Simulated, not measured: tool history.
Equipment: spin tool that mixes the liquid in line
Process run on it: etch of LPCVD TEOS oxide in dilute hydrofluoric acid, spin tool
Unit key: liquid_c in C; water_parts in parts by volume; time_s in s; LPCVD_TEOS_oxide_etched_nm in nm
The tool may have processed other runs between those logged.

| run | day | liquid_c | water_parts | time_s | LPCVD_TEOS_oxide_etched_nm |
|---|---|---|---|---|---|
| 1 | 0 | 21 | 240 | 300 | 15.246 |
| 2 | 0.233 | 22.5 | 220 | 300 | 18.259 |
| 3 | 0.475 | 22.5 | 155 | 300 | 27.32 |
| 4 | 0.808 | 22.5 | 70 | 300 | 67.411 |
| 5 | 0.862 | 21.5 | 85 | 300 | 52.224 |
| 6 | 1.183 | 21.5 | 85 | 300 | 52.248 |

Predict the results of run 7:
| 7 | 1.354 | 17.5 | 160 | 300 | ? |

{"run 7": {"LPCVD_TEOS_oxide_etched_nm": 21.876}}

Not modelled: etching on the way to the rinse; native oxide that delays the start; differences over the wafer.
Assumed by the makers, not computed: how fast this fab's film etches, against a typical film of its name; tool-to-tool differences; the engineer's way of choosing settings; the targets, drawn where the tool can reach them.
